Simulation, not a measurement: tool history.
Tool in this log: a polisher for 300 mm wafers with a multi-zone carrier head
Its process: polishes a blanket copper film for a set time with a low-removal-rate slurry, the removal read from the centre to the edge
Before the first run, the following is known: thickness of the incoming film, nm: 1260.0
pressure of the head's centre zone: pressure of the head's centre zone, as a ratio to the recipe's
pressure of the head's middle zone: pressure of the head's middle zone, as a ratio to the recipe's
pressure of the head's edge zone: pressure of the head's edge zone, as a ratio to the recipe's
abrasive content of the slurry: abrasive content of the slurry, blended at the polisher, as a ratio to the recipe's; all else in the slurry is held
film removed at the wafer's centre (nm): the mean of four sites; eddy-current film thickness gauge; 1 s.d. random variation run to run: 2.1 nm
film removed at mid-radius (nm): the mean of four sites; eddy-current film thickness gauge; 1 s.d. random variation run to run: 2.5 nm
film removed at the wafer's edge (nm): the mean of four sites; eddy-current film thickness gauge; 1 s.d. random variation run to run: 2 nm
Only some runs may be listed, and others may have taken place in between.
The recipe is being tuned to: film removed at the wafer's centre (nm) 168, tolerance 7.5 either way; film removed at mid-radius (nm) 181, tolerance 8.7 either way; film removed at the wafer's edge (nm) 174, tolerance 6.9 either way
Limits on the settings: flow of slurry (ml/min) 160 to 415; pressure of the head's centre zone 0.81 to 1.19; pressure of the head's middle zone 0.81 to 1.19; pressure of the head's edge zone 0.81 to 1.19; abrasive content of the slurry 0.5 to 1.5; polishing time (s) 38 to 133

run,hour,flow of slurry (ml/min),pressure of the head's centre zone,pressure of the head's middle zone,pressure of the head's edge zone,abrasive content of the slurry,polishing time (s),film removed at the wafer's centre (nm),film removed at mid-radius (nm),film removed at the wafer's edge (nm)
1,0,265,1,1,1,1,85,214.26,214.06,218.03
2,2.6,265,1.06,1,1,1,85,234.71,216.98,214.86
3,5.3,265,1.04,1,0.98,0.9,84,225.47,213.43,206.71
4,8,265,1.04,1,0.98,1.05,84,225.27,217.14,210.33
5,9.8,265,1.04,1,0.98,0.95,84,216.2,206.59,204.83
6,12.6,265,1.04,1,1.06,0.95,84,221.43,212.4,212.32
7,18.1,265,1.03,1.01,1.06,0.9,82,214.1,210.69,206.62
8,24.3,265,1.01,1.01,1.05,0.85,80,200.87,200.7,200.18

Exactly one of the 5 candidate moves below puts every result within its allowed miss. Which one?
A,30.5,320,0.91,1,1.09,1.05,70,?,?,?
B,30.5,295,0.87,0.88,1,0.85,78,?,?,?
C,30.5,195,0.94,0.99,0.98,0.5,80,?,?,?
D,30.5,215,1.03,0.85,1.18,0.95,72,?,?,?
E,30.5,235,1.04,1.02,1.02,0.8,72,?,?,?

move,film removed at the wafer's centre (nm),film removed at mid-radius (nm),film removed at the wafer's edge (nm)
A,165.21,186.67,192.98
B,168.06,185.56,197.56
C,165.18,180.3,179.4
D,183.3,167.86,199.12
E,180.73,180.8,179.82
A: brings the result that was furthest off to its target, and leaves another outside
B: brings the result that was furthest off to its target, and leaves another outside
C: each result inside its tolerance
D: moves toward the targets from the last run without getting all of them in spec
E: moves toward the targets from the last run without getting all of them in spec
So the answer is move C, the one that meets all the targets.

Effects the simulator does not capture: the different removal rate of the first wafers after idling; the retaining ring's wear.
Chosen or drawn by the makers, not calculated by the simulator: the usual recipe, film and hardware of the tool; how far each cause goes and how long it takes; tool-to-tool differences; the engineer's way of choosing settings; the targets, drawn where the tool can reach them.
